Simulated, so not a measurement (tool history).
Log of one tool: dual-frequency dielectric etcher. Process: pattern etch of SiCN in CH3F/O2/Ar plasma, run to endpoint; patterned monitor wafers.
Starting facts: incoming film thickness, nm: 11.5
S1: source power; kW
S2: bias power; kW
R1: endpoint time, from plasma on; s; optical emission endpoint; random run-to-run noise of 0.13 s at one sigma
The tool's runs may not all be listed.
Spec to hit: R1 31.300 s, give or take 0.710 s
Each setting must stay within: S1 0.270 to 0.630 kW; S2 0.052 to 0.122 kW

Run 1, hour 0.0: S1 0.450 kW, S2 0.087 kW. Result: R1 26.598 s.
Run 2, hour 1.6: S1 0.450 kW, S2 0.097 kW. Result: R1 25.704 s.
Run 3, hour 2.4: S1 0.420 kW, S2 0.097 kW. Result: R1 26.473 s.
Run 4, hour 9.3: S1 0.380 kW, S2 0.097 kW. Result: R1 27.492 s.
Run 5, hour 14.0: S1 0.380 kW, S2 0.103 kW. Result: R1 26.786 s.
Run 6, hour 21.0: S1 0.360 kW, S2 0.100 kW. Result: R1 27.623 s.
At hour 29.8: source power generator calibrated.
Run 7, hour 29.8: S1 0.340 kW, S2 0.097 kW. Result: R1 28.636 s.
Run 8, hour 33.7: S1 0.330 kW, S2 0.096 kW. Result: R1 29.091 s.
Run 9, hour 39.1: S1 0.320 kW, S2 0.095 kW. Result: R1 29.617 s.
Run 10, hour 40.2: S1 0.320 kW, S2 0.095 kW. Result: R1 29.528 s.
Run 11, hour 47.7: S1 0.310 kW, S2 0.094 kW. Result: R1 30.140 s.
Run 12, hour 53.0: S1 0.300 kW, S2 0.094 kW. Result: R1 30.346 s.

Pick the move, out of 5, that brings all results within their allowed miss; only one does.
Run A, hour 58.3: S1 0.310 kW, S2 0.098 kW. Result: R1 ?.
Run B, hour 58.3: S1 0.310 kW, S2 0.096 kW. Result: R1 ?.
Run C, hour 58.3: S1 0.390 kW, S2 0.084 kW. Result: R1 ?.
Run D, hour 58.3: S1 0.290 kW, S2 0.105 kW. Result: R1 ?.
Run E, hour 58.3: S1 0.310 kW, S2 0.086 kW. Result: R1 ?.

move      R1
   A  29.735
   B  29.964
   C  28.390
   D  29.869
   E  31.204
A: moves away from the targets compared with the last run
B: moves away from the targets compared with the last run
C: moves away from the targets compared with the last run
D: moves away from the targets compared with the last run
E: every result lands within tolerance
Move E is the one to make.

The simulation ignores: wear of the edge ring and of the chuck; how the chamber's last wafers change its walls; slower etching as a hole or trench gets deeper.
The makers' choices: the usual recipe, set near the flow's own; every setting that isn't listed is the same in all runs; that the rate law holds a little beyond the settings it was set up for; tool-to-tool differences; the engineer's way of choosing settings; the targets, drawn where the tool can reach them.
